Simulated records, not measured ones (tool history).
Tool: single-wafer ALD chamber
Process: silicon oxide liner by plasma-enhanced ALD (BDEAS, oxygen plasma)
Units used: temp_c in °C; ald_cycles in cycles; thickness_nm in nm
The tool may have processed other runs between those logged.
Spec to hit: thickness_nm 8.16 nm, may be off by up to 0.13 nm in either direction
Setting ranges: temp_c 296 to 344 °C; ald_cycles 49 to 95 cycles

run	day	temp_c	ald_cycles	thickness_nm
1	0	320	72	6.616
2	0.158	320	78	7.1703
3	0.275	319	81	7.4692
4	0.454	318	83	7.6718
# day 0.533: thermocouple changed; heater temperature recalibrated
5	0.533	318	84	7.7288
6	0.583	318	85	7.8295
7	0.754	318	86	7.9207
8	0.796	318	87	7.984

Which one of the following 5 next-run settings gets every result inside its allowed miss? There is exactly one.
A	0.838	321	86	?
B	0.838	320	89	?
C	0.838	313	85	?
D	0.838	319	86	?
E	0.838	318	92	?

move	thickness_nm
A	7.887
B	8.1725
C	7.8743
D	7.907
E	8.4693
A: lands further from the targets than the last run did
B: hits every target within its allowed miss
C: lands further from the targets than the last run did
D: lands further from the targets than the last run did
E: carries the result that was furthest off beyond its target, to the other side
B is the move that brings every result within its allowed miss.
